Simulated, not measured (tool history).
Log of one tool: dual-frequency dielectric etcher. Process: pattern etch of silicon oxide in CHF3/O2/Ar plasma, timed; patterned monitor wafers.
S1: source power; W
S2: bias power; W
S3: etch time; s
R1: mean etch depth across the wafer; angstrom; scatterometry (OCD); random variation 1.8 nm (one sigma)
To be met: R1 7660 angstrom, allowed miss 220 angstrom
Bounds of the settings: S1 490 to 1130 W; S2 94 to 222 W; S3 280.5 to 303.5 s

run,hour,S1,S2,S3,R1
1,0,810,158,303.5,6699.1
2,1.8,810,158,303.5,6684.2
3,7,830,160,303.5,6794.7
4,11.5,850,162,303.5,6935.8
5,13.7,850,162,280.5,6409.8
6,19.7,870,166,282,6603.9
7,24.5,870,166,282,6585
8,32.7,890,169,283,6722
9,33.9,890,169,283,6695.6
10,40.2,910,172,284,6850.7
11,48.3,930,174,284.5,6976.7
12,49.9,940,175,285,7051.5
13,56.5,950,176,285,7097.4
14,64.8,960,177,285,7115.6
15,72.9,970,178,285.5,7199.1

Which of these 5 next moves meets every target?
A,81,950,171,283.5,?
B,81,1110,219,280.5,?
C,81,980,164,280.5,?
D,81,1010,201,303.5,?
E,81,960,177,303.5,?

move,R1
A,6967.2
B,8082.2
C,6907.7
D,8114.5
E,7583.8
A: further off than the last run
B: takes the result that was furthest off past its target
C: further off than the last run
D: takes the result that was furthest off past its target
E: meets every target
Move E is the one to make.
